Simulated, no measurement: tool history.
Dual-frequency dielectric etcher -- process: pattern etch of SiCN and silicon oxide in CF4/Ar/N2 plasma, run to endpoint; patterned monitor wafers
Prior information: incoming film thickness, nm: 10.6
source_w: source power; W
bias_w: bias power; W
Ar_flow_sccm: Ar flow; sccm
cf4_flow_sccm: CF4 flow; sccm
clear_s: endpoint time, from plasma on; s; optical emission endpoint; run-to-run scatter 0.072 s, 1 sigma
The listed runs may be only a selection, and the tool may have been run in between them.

run,hour,source_w,bias_w,Ar_flow_sccm,cf4_flow_sccm,clear_s
1,0,600,53,80,62,10.082
2,1.6,600,45,80,62,10.79
3,7.7,650,46,80,62,10.133
4,10.2,690,47,80,62,9.5645
5,17.1,620,47,80,62,10.216
# hour 20.1: bias power generator calibrated
6,20.1,620,47,86,62,10.669

Run 7 has not been measured yet. What should we expect?
7,21.9,670,48,86,62,?

{"run 7": {"clear_s": 9.8603}}
